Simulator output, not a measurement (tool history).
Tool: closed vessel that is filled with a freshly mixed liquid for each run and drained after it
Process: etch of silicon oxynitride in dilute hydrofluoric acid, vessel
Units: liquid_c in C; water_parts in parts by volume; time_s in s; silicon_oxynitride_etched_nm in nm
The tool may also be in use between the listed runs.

run 1 hour=0 | liquid_c=24 water_parts=240 time_s=885 | silicon_oxynitride_etched_nm=4.4903
run 2 hour=8.1 | liquid_c=24 water_parts=285 time_s=885 | silicon_oxynitride_etched_nm=3.6852
run 3 hour=14.2 | liquid_c=26.5 water_parts=285 time_s=885 | silicon_oxynitride_etched_nm=4.1808
run 4 hour=23.1 | liquid_c=25.5 water_parts=285 time_s=885 | silicon_oxynitride_etched_nm=3.967
run 5 hour=26.3 | liquid_c=24.5 water_parts=285 time_s=885 | silicon_oxynitride_etched_nm=3.7717
run 6 hour=26.8 | liquid_c=24.5 water_parts=285 time_s=885 | silicon_oxynitride_etched_nm=3.7504
run 7 hour=34 | liquid_c=24 water_parts=285 time_s=885 | silicon_oxynitride_etched_nm=3.6727
run 8 hour=40.2 | liquid_c=23.5 water_parts=285 time_s=885 | silicon_oxynitride_etched_nm=3.5943
run 9 hour=47.1 | liquid_c=23 water_parts=285 time_s=885 | silicon_oxynitride_etched_nm=3.5586
run 10 hour=49.4 | liquid_c=22.5 water_parts=285 time_s=885 | silicon_oxynitride_etched_nm=3.4506
run 11 hour=51 | liquid_c=18.5 water_parts=290 time_s=885 | silicon_oxynitride_etched_nm=2.854
-- hour=59.9 thermometer replaced
run 12 hour=59.9 | liquid_c=17.5 water_parts=290 time_s=885 | silicon_oxynitride_etched_nm=2.9538

The next listed run, before its measurement:
run 13 hour=67.7 | liquid_c=17 water_parts=295 time_s=885 | silicon_oxynitride_etched_nm=?

silicon_oxynitride_etched_nm: 2.8804 nm
